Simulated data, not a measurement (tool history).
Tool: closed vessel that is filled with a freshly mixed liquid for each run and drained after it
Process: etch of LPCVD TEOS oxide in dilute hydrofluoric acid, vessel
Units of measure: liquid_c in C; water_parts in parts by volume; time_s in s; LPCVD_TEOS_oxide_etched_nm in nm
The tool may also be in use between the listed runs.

{"run": 1, "hour": 0.0, "liquid_c": 26, "water_parts": 220, "time_s": 255, "LPCVD_TEOS_oxide_etched_nm": 19.737}
{"run": 2, "hour": 6.2, "liquid_c": 26, "water_parts": 220, "time_s": 275, "LPCVD_TEOS_oxide_etched_nm": 21.283}
{"run": 3, "hour": 10.8, "liquid_c": 26, "water_parts": 270, "time_s": 275, "LPCVD_TEOS_oxide_etched_nm": 16.39}
{"run": 4, "hour": 19.5, "liquid_c": 26, "water_parts": 270, "time_s": 255, "LPCVD_TEOS_oxide_etched_nm": 15.298}
{"run": 5, "hour": 21.7, "liquid_c": 26, "water_parts": 210, "time_s": 255, "LPCVD_TEOS_oxide_etched_nm": 20.978}
{"run": 6, "hour": 26.7, "liquid_c": 29.5, "water_parts": 210, "time_s": 255, "LPCVD_TEOS_oxide_etched_nm": 23.708}
{"run": 7, "hour": 30.8, "liquid_c": 29.5, "water_parts": 210, "time_s": 255, "LPCVD_TEOS_oxide_etched_nm": 23.7}

Estimate the outcome of run 8 from the log above:
{"run": 8, "hour": 39.4, "liquid_c": 25.5, "water_parts": 215, "time_s": 255, "LPCVD_TEOS_oxide_etched_nm": "?"}

Run 8 yielded LPCVD_TEOS_oxide_etched_nm 19.751 nm.
